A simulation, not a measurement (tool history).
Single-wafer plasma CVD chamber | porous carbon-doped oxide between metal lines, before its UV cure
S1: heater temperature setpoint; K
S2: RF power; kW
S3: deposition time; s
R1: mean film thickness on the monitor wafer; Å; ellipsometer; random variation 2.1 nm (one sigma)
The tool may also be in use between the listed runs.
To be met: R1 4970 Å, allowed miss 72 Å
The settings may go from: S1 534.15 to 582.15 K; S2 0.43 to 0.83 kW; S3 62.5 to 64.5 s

run  hour      S1     S2    S3      R1
  1     0  558.15   0.63  62.5  4160.2
  2   5.7  552.15   0.64  62.5    4382
  3  13.1  552.15   0.64  64.5  4526.5
  4  15.8  548.15  0.645  64.5  4626.5
  5  17.2  548.15  0.705  64.5  4840.6
  6  21.6  548.15  0.705  62.5  4670.4
  7  26.7  545.15   0.71  62.5  4762.9
  8  29.8  543.15   0.71  62.5  4820.3
  9  38.6  542.15   0.71  62.5  4872.5

5 next moves are on the table. One of them brings every result within its allowed miss. Which?
  A  47.4  545.15  0.705  62.5   ?
  B  47.4  546.15  0.695  63.7   ?
  C  47.4  541.15  0.685  64.1   ?
  D  47.4  541.15  0.675  63.2   ?
  E  47.4  535.15    0.7  63.5   ?

move      R1
   A  4750.3
   B  4777.7
   C  4938.4
   D  4838.7
   E  5146.3
A: further off than the last run
B: further off than the last run
C: meets every target
D: further off than the last run
E: takes the result that was furthest off past its target
The right move is C.

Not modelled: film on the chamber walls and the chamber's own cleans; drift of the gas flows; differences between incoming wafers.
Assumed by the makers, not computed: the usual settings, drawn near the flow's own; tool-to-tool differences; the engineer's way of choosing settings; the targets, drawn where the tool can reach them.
